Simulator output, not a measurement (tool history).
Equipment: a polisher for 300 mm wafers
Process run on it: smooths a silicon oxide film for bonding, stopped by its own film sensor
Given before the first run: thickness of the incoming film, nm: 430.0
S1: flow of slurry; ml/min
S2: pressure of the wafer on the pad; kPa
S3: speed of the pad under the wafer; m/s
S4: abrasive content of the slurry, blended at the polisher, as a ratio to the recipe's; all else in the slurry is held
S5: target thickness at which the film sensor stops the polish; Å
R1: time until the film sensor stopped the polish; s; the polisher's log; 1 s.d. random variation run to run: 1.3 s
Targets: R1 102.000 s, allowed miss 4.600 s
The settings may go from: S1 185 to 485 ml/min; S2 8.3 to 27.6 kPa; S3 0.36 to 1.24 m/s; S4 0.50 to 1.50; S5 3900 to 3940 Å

Run 1, hour 0.0: S1 310 ml/min, S2 17.9 kPa, S3 0.80 m/s, S4 1.00, S5 3900 Å. Result: R1 54.889 s.
Run 2, hour 3.7: S1 310 ml/min, S2 17.9 kPa, S3 0.80 m/s, S4 1.00, S5 3900 Å. Result: R1 54.982 s.
Run 3, hour 4.4: S1 310 ml/min, S2 17.9 kPa, S3 0.66 m/s, S4 1.00, S5 3900 Å. Result: R1 62.709 s.
Run 4, hour 8.8: S1 310 ml/min, S2 15.2 kPa, S3 0.64 m/s, S4 1.00, S5 3900 Å. Result: R1 77.386 s.
Run 5, hour 13.6: S1 310 ml/min, S2 15.2 kPa, S3 0.64 m/s, S4 1.00, S5 3940 Å. Result: R1 67.739 s.
Run 6, hour 20.1: S1 310 ml/min, S2 13.1 kPa, S3 0.62 m/s, S4 1.00, S5 3940 Å. Result: R1 79.568 s.
Run 7, hour 24.8: S1 310 ml/min, S2 11.7 kPa, S3 0.62 m/s, S4 1.00, S5 3940 Å. Result: R1 89.610 s.
Run 8, hour 30.7: S1 310 ml/min, S2 11.0 kPa, S3 0.62 m/s, S4 1.00, S5 3940 Å. Result: R1 95.490 s.

4 candidate next runs follow, results not yet known. Just one meets every target within its allowed miss. Identify it.
Run A, hour 36.6: S1 320 ml/min, S2 11.7 kPa, S3 0.54 m/s, S4 1.15, S5 3940 Å. Result: R1 ?.
Run B, hour 36.6: S1 370 ml/min, S2 9.7 kPa, S3 0.74 m/s, S4 0.95, S5 3920 Å. Result: R1 ?.
Run C, hour 36.6: S1 340 ml/min, S2 10.3 kPa, S3 0.82 m/s, S4 1.05, S5 3900 Å. Result: R1 ?.
Run D, hour 36.6: S1 305 ml/min, S2 10.3 kPa, S3 0.82 m/s, S4 0.85, S5 3940 Å. Result: R1 ?.

move       R1
   A   91.368
   B  101.900
   C   89.258
   D   90.820
A: further off than the last run
B: meets every target
C: further off than the last run
D: further off than the last run
The right move is B.

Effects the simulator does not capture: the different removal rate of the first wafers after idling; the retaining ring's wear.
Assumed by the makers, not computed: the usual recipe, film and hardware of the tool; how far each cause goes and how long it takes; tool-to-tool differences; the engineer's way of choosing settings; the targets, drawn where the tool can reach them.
